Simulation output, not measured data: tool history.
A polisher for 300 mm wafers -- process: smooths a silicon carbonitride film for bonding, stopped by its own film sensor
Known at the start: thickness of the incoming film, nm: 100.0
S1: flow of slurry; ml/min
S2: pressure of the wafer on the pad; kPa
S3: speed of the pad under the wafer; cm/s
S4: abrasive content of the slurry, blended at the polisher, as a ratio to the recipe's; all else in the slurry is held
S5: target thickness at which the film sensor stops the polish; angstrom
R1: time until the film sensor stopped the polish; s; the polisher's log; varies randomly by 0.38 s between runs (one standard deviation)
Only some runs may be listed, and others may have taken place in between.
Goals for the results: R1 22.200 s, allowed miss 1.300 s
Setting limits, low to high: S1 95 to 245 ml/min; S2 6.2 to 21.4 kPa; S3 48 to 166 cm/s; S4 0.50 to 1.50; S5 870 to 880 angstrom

run	hour	S1	S2	S3	S4	S5	R1
1	0.0	155	13.8	106	1.00	870	43.524
2	5.4	155	15.2	110	1.00	870	38.669
3	7.3	155	16.5	114	1.00	870	34.339
4	13.9	155	17.2	116	1.00	870	32.647
5	16.8	155	17.9	120	1.00	870	30.121
6	19.5	155	18.6	122	1.00	870	29.315
7	23.2	155	19.3	126	1.00	870	26.984
8	27.3	155	20.0	128	1.00	870	25.775
9	35.4	155	20.0	130	1.00	870	26.435
10	36.4	155	20.0	132	1.00	870	25.468
11	40.6	155	20.0	134	1.00	870	25.512
12	42.3	155	20.0	136	1.00	870	25.820
13	43.8	155	20.0	138	1.00	870	24.372
14	48.4	155	20.7	140	1.00	870	24.208

Exactly one of the 5 candidate moves below puts every result within its allowed miss. Which one?
A	53.0	165	21.4	162	0.95	880	?
B	53.0	135	20.7	134	1.10	880	?
C	53.0	160	21.4	142	1.10	880	?
D	53.0	190	20.7	132	0.80	880	?
E	53.0	175	21.4	142	1.10	880	?

move	R1
A	19.411
B	22.431
C	20.246
D	24.755
E	19.987
A: pushes the last run's worst result past its target
B: each result inside its tolerance
C: pushes the last run's worst result past its target
D: its largest miss is bigger than the last run's
E: pushes the last run's worst result past its target
Answer: B
